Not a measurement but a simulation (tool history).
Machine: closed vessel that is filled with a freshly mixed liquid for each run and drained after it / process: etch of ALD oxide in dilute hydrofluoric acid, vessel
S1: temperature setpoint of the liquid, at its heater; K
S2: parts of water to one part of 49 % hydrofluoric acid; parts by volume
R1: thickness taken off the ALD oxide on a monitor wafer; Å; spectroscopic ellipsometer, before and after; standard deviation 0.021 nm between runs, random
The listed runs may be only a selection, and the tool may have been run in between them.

Run 1, hour 0: S1 297.15 K, S2 290 parts by volume, time in the liquid (s) 40. Result: R1 11.623 Å.
Run 2, hour 8.4: S1 297.15 K, S2 290 parts by volume, time in the liquid (s) 40. Result: R1 11.536 Å.
Run 3, hour 10.8: S1 297.15 K, S2 290 parts by volume, time in the liquid (s) 40. Result: R1 11.465 Å.
Run 4, hour 18: S1 297.15 K, S2 225 parts by volume, time in the liquid (s) 40. Result: R1 16.112 Å.
Run 5, hour 22.7: S1 298.15 K, S2 220 parts by volume, time in the liquid (s) 40. Result: R1 16.827 Å.
Run 6, hour 31.1: S1 299.15 K, S2 215 parts by volume, time in the liquid (s) 40. Result: R1 18.002 Å.
Run 7, hour 37.8: S1 300.15 K, S2 210 parts by volume, time in the liquid (s) 40. Result: R1 19.299 Å.
Run 8, hour 42.1: S1 301.15 K, S2 205 parts by volume, time in the liquid (s) 40. Result: R1 20.642 Å.
Run 9, hour 49.4: S1 301.15 K, S2 205 parts by volume, time in the liquid (s) 40. Result: R1 20.376 Å.
Run 10, hour 57.9: S1 301.65 K, S2 205 parts by volume, time in the liquid (s) 40. Result: R1 20.797 Å.
Run 11, hour 64.6: S1 302.15 K, S2 205 parts by volume, time in the liquid (s) 40. Result: R1 21.141 Å.

Estimate the outcome of run 12 from the log above:
Run 12, hour 68.7: S1 302.65 K, S2 205 parts by volume, time in the liquid (s) 40. Result: R1 ?.

{"run 12": {"R1": 21.346}}

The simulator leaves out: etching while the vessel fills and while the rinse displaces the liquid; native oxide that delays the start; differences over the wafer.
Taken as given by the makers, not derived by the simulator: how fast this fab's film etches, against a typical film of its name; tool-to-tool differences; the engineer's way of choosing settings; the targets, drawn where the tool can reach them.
